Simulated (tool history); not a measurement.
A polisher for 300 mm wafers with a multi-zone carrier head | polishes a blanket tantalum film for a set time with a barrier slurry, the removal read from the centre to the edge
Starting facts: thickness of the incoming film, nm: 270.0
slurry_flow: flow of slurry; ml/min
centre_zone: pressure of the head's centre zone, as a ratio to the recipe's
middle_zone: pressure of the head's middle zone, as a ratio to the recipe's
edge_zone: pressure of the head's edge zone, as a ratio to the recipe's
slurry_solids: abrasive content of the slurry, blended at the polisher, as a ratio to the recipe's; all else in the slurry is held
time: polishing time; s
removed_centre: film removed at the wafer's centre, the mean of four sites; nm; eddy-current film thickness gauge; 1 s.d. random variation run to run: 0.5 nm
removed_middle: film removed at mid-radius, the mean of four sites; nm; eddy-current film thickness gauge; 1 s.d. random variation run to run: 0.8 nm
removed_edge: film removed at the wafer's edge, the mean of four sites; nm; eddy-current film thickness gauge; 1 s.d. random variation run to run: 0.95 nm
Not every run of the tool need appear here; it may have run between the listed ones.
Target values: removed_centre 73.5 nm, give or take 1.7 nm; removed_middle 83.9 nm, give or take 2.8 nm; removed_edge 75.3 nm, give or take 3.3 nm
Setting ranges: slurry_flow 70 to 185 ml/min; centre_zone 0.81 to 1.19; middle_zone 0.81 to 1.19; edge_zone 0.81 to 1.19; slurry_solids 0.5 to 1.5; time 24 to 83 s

{"run": 1, "hour": 0.0, "slurry_flow": 120, "centre_zone": 1, "middle_zone": 1, "edge_zone": 1, "slurry_solids": 1, "time": 53, "removed_centre": 105.72, "removed_middle": 117.11, "removed_edge": 111.11}
{"run": 2, "hour": 5.7, "slurry_flow": 115, "centre_zone": 0.98, "middle_zone": 0.99, "edge_zone": 0.94, "slurry_solids": 0.85, "time": 51, "removed_centre": 95.826, "removed_middle": 106.03, "removed_edge": 100.2}
{"run": 3, "hour": 6.6, "slurry_flow": 115, "centre_zone": 0.98, "middle_zone": 0.99, "edge_zone": 0.91, "slurry_solids": 0.85, "time": 51, "removed_centre": 95.283, "removed_middle": 105.57, "removed_edge": 97.351}
{"run": 4, "hour": 13.4, "slurry_flow": 110, "centre_zone": 0.97, "middle_zone": 0.99, "edge_zone": 0.88, "slurry_solids": 0.75, "time": 49, "removed_centre": 87.871, "removed_middle": 96.887, "removed_edge": 88.209}
{"run": 5, "hour": 14.9, "slurry_flow": 110, "centre_zone": 0.97, "middle_zone": 0.99, "edge_zone": 0.82, "slurry_solids": 0.75, "time": 49, "removed_centre": 86.846, "removed_middle": 97.274, "removed_edge": 87.714}
{"run": 6, "hour": 21.0, "slurry_flow": 100, "centre_zone": 0.96, "middle_zone": 0.99, "edge_zone": 0.82, "slurry_solids": 0.65, "time": 49, "removed_centre": 81.165, "removed_middle": 91.548, "removed_edge": 82.61}
{"run": 7, "hour": 26.7, "slurry_flow": 95, "centre_zone": 0.96, "middle_zone": 0.99, "edge_zone": 0.82, "slurry_solids": 0.6, "time": 49, "removed_centre": 76.718, "removed_middle": 88.044, "removed_edge": 79.428}
{"run": 8, "hour": 34.8, "slurry_flow": 90, "centre_zone": 0.97, "middle_zone": 0.99, "edge_zone": 0.82, "slurry_solids": 0.6, "time": 49, "removed_centre": 76.5, "removed_middle": 87.531, "removed_edge": 78.55}

Of the 4 settings listed for the next run, only one would bring every result within its allowed miss of target. Which one?
{"run": "A", "hour": 42.9, "slurry_flow": 80, "centre_zone": 0.99, "middle_zone": 1.19, "edge_zone": 0.81, "slurry_solids": 0.55, "time": 49, "removed_centre": "?", "removed_middle": "?", "removed_edge": "?"}
{"run": "B", "hour": 42.9, "slurry_flow": 75, "centre_zone": 1.01, "middle_zone": 1.03, "edge_zone": 0.81, "slurry_solids": 0.7, "time": 48, "removed_centre": "?", "removed_middle": "?", "removed_edge": "?"}
{"run": "C", "hour": 42.9, "slurry_flow": 95, "centre_zone": 1.11, "middle_zone": 0.94, "edge_zone": 0.81, "slurry_solids": 0.5, "time": 50, "removed_centre": "?", "removed_middle": "?", "removed_edge": "?"}
{"run": "D", "hour": 42.9, "slurry_flow": 85, "centre_zone": 0.98, "middle_zone": 1.07, "edge_zone": 0.82, "slurry_solids": 0.6, "time": 51, "removed_centre": "?", "removed_middle": "?", "removed_edge": "?"}

move=A removed_centre=71.423 removed_middle=93.904 removed_edge=72.822
move=B removed_centre=72.777 removed_middle=84.401 removed_edge=74.7
move=C removed_centre=81.99 removed_middle=82.146 removed_edge=75.878
move=D removed_centre=77.725 removed_middle=93.789 removed_edge=79.31
A: pushes the last run's worst result past its target
B: hits every target within its allowed miss
C: moves away from the targets compared with the last run
D: moves away from the targets compared with the last run
Go with B: it meets all targets.
